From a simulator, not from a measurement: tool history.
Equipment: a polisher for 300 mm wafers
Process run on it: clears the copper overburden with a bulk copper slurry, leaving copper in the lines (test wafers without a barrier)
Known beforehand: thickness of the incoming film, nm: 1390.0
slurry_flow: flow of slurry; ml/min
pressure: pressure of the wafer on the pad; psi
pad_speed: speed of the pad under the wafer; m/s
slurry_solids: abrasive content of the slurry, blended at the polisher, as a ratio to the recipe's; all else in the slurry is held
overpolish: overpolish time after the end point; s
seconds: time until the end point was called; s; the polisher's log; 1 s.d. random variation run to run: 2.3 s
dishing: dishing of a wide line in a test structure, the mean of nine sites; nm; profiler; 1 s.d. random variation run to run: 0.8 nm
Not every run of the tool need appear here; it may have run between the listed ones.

Run 1, hour 0: slurry_flow 175 ml/min, pressure 3.3 psi, pad_speed 1.28 m/s, slurry_solids 1, overpolish 11 s. Result: seconds 101.75 s, dishing 62.232 nm.
Run 2, hour 5.6: slurry_flow 195 ml/min, pressure 3.3 psi, pad_speed 1.28 m/s, slurry_solids 1, overpolish 11 s. Result: seconds 98.555 s, dishing 63.286 nm.
Run 3, hour 12.7: slurry_flow 195 ml/min, pressure 3.3 psi, pad_speed 1.28 m/s, slurry_solids 1.2, overpolish 11 s. Result: seconds 96.806 s, dishing 61.091 nm.
Run 4, hour 15.8: slurry_flow 235 ml/min, pressure 3.3 psi, pad_speed 1.28 m/s, slurry_solids 1.2, overpolish 11 s. Result: seconds 91.848 s, dishing 66.263 nm.
Run 5, hour 23.4: slurry_flow 235 ml/min, pressure 3.3 psi, pad_speed 1.46 m/s, slurry_solids 1.2, overpolish 11 s. Result: seconds 82.974 s, dishing 65.555 nm.
Run 6, hour 24.8: slurry_flow 225 ml/min, pressure 3 psi, pad_speed 1.36 m/s, slurry_solids 1.2, overpolish 11 s. Result: seconds 98.15 s, dishing 62.935 nm.
Run 7, hour 27.2: slurry_flow 215 ml/min, pressure 2.8 psi, pad_speed 1.28 m/s, slurry_solids 1.2, overpolish 11 s. Result: seconds 110.78 s, dishing 59.512 nm.

Run 8, settings as shown, results not yet in. Your forecast:
Run 8, hour 35.9: slurry_flow 205 ml/min, pressure 1.8 psi, pad_speed 0.92 m/s, slurry_solids 1.15, overpolish 16 s. Result: seconds ?, dishing ?.

For run 8 the tool returned seconds 221.67 s, dishing 49.206 nm.
